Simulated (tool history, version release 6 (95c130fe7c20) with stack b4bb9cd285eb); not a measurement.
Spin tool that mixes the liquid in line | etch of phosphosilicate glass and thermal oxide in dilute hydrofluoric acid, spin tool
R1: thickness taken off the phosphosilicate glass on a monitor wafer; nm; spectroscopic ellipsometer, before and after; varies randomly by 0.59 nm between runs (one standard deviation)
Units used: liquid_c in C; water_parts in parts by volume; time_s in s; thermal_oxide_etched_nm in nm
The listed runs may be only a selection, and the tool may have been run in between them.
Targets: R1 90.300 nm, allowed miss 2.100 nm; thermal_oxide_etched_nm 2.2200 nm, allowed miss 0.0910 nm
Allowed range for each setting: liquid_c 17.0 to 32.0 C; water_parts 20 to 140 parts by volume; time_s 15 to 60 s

{"run": 1, "day": 0.0, "liquid_c": 24.0, "water_parts": 75, "time_s": 30, "R1": 80.951, "thermal_oxide_etched_nm": 1.9886}
{"run": 2, "day": 0.038, "liquid_c": 24.0, "water_parts": 95, "time_s": 30, "R1": 61.704, "thermal_oxide_etched_nm": 1.5055}
{"run": 3, "day": 0.1, "liquid_c": 24.0, "water_parts": 85, "time_s": 30, "R1": 70.198, "thermal_oxide_etched_nm": 1.7554}
{"run": 4, "day": 0.446, "liquid_c": 22.5, "water_parts": 85, "time_s": 30, "R1": 66.443, "thermal_oxide_etched_nm": 1.6259}
{"run": 5, "day": 0.692, "liquid_c": 22.5, "water_parts": 85, "time_s": 35, "R1": 77.745, "thermal_oxide_etched_nm": 1.8885}
{"run": 6, "day": 1.058, "liquid_c": 23.5, "water_parts": 85, "time_s": 35, "R1": 80.558, "thermal_oxide_etched_nm": 1.98}
{"run": 7, "day": 1.133, "liquid_c": 24.0, "water_parts": 85, "time_s": 35, "R1": 82.622, "thermal_oxide_etched_nm": 2.0278}
{"run": 8, "day": 1.304, "liquid_c": 24.5, "water_parts": 85, "time_s": 35, "R1": 84.177, "thermal_oxide_etched_nm": 2.0398}
{"run": 9, "day": 1.429, "liquid_c": 25.0, "water_parts": 85, "time_s": 35, "R1": 85.251, "thermal_oxide_etched_nm": 2.0424}

Below are 5 possible settings for the next run. Only one of them brings all results inside the allowed miss of their targets. Which is it?
{"run": "A", "day": 1.554, "liquid_c": 26.5, "water_parts": 90, "time_s": 35, "R1": "?", "thermal_oxide_etched_nm": "?"}
{"run": "B", "day": 1.554, "liquid_c": 23.0, "water_parts": 85, "time_s": 35, "R1": "?", "thermal_oxide_etched_nm": "?"}
{"run": "C", "day": 1.554, "liquid_c": 32.0, "water_parts": 80, "time_s": 25, "R1": "?", "thermal_oxide_etched_nm": "?"}
{"run": "D", "day": 1.554, "liquid_c": 31.5, "water_parts": 120, "time_s": 40, "R1": "?", "thermal_oxide_etched_nm": "?"}
{"run": "E", "day": 1.554, "liquid_c": 26.5, "water_parts": 85, "time_s": 35, "R1": "?", "thermal_oxide_etched_nm": "?"}

move=A R1=85.353 thermal_oxide_etched_nm=2.0813
move=B R1=79.147 thermal_oxide_etched_nm=1.9299
move=C R1=85.863 thermal_oxide_etched_nm=2.0937
move=D R1=84.770 thermal_oxide_etched_nm=2.0671
move=E R1=90.976 thermal_oxide_etched_nm=2.2184
A: no better and no worse than the last run
B: the biggest miss grows against the last run
C: moves toward the targets from the last run without getting all of them in spec
D: the biggest miss grows against the last run
E: every result lands within tolerance
The right move is E.

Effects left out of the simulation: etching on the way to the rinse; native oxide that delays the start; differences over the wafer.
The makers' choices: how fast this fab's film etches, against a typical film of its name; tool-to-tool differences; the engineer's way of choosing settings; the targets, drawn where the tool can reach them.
